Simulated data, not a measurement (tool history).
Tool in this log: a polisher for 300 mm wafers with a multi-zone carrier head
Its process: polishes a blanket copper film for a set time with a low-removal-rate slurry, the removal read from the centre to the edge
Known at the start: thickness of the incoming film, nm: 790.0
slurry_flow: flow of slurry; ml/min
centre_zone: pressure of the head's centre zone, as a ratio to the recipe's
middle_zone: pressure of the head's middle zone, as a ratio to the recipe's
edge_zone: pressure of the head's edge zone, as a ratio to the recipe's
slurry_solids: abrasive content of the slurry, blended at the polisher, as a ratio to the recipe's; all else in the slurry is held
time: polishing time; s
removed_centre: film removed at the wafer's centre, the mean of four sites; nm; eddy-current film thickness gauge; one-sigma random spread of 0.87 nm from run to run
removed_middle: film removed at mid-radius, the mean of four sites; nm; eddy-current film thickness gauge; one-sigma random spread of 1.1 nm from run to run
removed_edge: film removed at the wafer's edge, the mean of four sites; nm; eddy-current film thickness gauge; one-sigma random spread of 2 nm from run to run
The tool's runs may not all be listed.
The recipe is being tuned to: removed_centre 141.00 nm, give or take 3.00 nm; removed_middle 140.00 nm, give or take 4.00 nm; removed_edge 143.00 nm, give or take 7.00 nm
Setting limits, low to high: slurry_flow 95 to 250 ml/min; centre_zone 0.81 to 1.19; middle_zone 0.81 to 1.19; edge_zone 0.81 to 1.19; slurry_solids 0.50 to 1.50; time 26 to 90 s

{"run": 1, "hour": 0.0, "slurry_flow": 160, "centre_zone": 1.0, "middle_zone": 1.0, "edge_zone": 1.0, "slurry_solids": 1.0, "time": 58, "removed_centre": 173.09, "removed_middle": 171.68, "removed_edge": 171.99}
{"run": 2, "hour": 4.9, "slurry_flow": 160, "centre_zone": 1.0, "middle_zone": 1.0, "edge_zone": 0.92, "slurry_solids": 1.0, "time": 58, "removed_centre": 171.5, "removed_middle": 168.53, "removed_edge": 164.18}
{"run": 3, "hour": 13.7, "slurry_flow": 160, "centre_zone": 1.0, "middle_zone": 1.0, "edge_zone": 0.92, "slurry_solids": 1.0, "time": 50, "removed_centre": 149.31, "removed_middle": 147.35, "removed_edge": 139.59}
{"run": 4, "hour": 19.9, "slurry_flow": 155, "centre_zone": 1.0, "middle_zone": 0.99, "edge_zone": 0.93, "slurry_solids": 1.0, "time": 50, "removed_centre": 147.86, "removed_middle": 145.55, "removed_edge": 139.84}
{"run": 5, "hour": 28.5, "slurry_flow": 155, "centre_zone": 1.0, "middle_zone": 0.99, "edge_zone": 0.85, "slurry_solids": 1.0, "time": 50, "removed_centre": 149.46, "removed_middle": 145.38, "removed_edge": 130.28}
{"run": 6, "hour": 33.3, "slurry_flow": 155, "centre_zone": 1.0, "middle_zone": 0.99, "edge_zone": 0.85, "slurry_solids": 1.0, "time": 37, "removed_centre": 109.16, "removed_middle": 107.0, "removed_edge": 101.44}
{"run": 7, "hour": 41.8, "slurry_flow": 170, "centre_zone": 1.02, "middle_zone": 1.02, "edge_zone": 0.9, "slurry_solids": 1.05, "time": 37, "removed_centre": 113.25, "removed_middle": 113.2, "removed_edge": 103.48}
{"run": 8, "hour": 50.0, "slurry_flow": 170, "centre_zone": 1.03, "middle_zone": 1.02, "edge_zone": 0.94, "slurry_solids": 1.15, "time": 38, "removed_centre": 120.94, "removed_middle": 119.73, "removed_edge": 112.55}
{"run": 9, "hour": 56.7, "slurry_flow": 175, "centre_zone": 1.04, "middle_zone": 1.03, "edge_zone": 0.98, "slurry_solids": 1.2, "time": 38, "removed_centre": 125.49, "removed_middle": 121.97, "removed_edge": 115.91}
{"run": 10, "hour": 57.4, "slurry_flow": 180, "centre_zone": 1.04, "middle_zone": 1.04, "edge_zone": 1.01, "slurry_solids": 1.25, "time": 38, "removed_centre": 128.17, "removed_middle": 125.42, "removed_edge": 118.3}

Exercise: of the 5 proposed moves below, exactly one satisfies all targets within the stated allowed misses. Which move is it?
{"run": "A", "hour": 58.1, "slurry_flow": 135, "centre_zone": 1.02, "middle_zone": 0.82, "edge_zone": 1.17, "slurry_solids": 1.3, "time": 44, "removed_centre": "?", "removed_middle": "?", "removed_edge": "?"}
{"run": "B", "hour": 58.1, "slurry_flow": 125, "centre_zone": 0.85, "middle_zone": 0.82, "edge_zone": 1.19, "slurry_solids": 1.05, "time": 45, "removed_centre": "?", "removed_middle": "?", "removed_edge": "?"}
{"run": "C", "hour": 58.1, "slurry_flow": 180, "centre_zone": 1.02, "middle_zone": 0.92, "edge_zone": 1.04, "slurry_solids": 1.3, "time": 44, "removed_centre": "?", "removed_middle": "?", "removed_edge": "?"}
{"run": "D", "hour": 58.1, "slurry_flow": 200, "centre_zone": 0.95, "middle_zone": 1.06, "edge_zone": 1.09, "slurry_solids": 1.25, "time": 41, "removed_centre": "?", "removed_middle": "?", "removed_edge": "?"}
{"run": "E", "hour": 58.1, "slurry_flow": 165, "centre_zone": 1.0, "middle_zone": 1.0, "edge_zone": 1.07, "slurry_solids": 1.5, "time": 42, "removed_centre": "?", "removed_middle": "?", "removed_edge": "?"}

move=A removed_centre=139.35 removed_middle=118.18 removed_edge=144.16
move=B removed_centre=110.53 removed_middle=112.92 removed_edge=139.28
move=C removed_centre=145.42 removed_middle=133.63 removed_edge=139.35
move=D removed_centre=126.68 removed_middle=139.09 removed_edge=132.51
move=E removed_centre=139.76 removed_middle=139.71 removed_edge=138.96
A: brings the last run's worst result on target, with another outside its allowed miss
B: lands further from the targets than the last run did
C: takes the result that was furthest off past its target
D: lands further from the targets than the last run did
E: meets every target
Correct choice: E, which meets every target

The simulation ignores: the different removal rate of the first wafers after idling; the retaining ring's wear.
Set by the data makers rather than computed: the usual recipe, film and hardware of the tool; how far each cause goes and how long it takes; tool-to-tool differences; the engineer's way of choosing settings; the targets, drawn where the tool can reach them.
